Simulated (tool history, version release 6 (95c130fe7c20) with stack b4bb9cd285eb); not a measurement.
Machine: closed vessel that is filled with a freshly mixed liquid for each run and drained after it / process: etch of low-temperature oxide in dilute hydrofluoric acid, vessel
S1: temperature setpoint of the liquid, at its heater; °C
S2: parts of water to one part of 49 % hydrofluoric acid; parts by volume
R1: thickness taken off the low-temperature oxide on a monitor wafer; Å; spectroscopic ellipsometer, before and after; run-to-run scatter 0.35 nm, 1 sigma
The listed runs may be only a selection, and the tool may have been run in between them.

Run 1, hour 0.0: S1 21.0 °C, S2 130 parts by volume, time in the liquid (s) 225. Result: R1 490.42 Å.
Run 2, hour 5.6: S1 21.0 °C, S2 170 parts by volume, time in the liquid (s) 225. Result: R1 359.10 Å.
Run 3, hour 9.6: S1 23.5 °C, S2 155 parts by volume, time in the liquid (s) 225. Result: R1 438.37 Å.
Run 4, hour 10.7: S1 20.0 °C, S2 155 parts by volume, time in the liquid (s) 225. Result: R1 385.62 Å.
Run 5, hour 18.1: S1 20.0 °C, S2 155 parts by volume, time in the liquid (s) 225. Result: R1 384.79 Å.
Run 6, hour 23.4: S1 20.0 °C, S2 155 parts by volume, time in the liquid (s) 245. Result: R1 420.65 Å.
Run 7, hour 30.8: S1 23.0 °C, S2 145 parts by volume, time in the liquid (s) 245. Result: R1 511.73 Å.

Run 8 has not been measured yet. What should we expect?
Run 8, hour 38.6: S1 25.0 °C, S2 140 parts by volume, time in the liquid (s) 245. Result: R1 ?.

Run 8 yielded R1 573.28 Å.

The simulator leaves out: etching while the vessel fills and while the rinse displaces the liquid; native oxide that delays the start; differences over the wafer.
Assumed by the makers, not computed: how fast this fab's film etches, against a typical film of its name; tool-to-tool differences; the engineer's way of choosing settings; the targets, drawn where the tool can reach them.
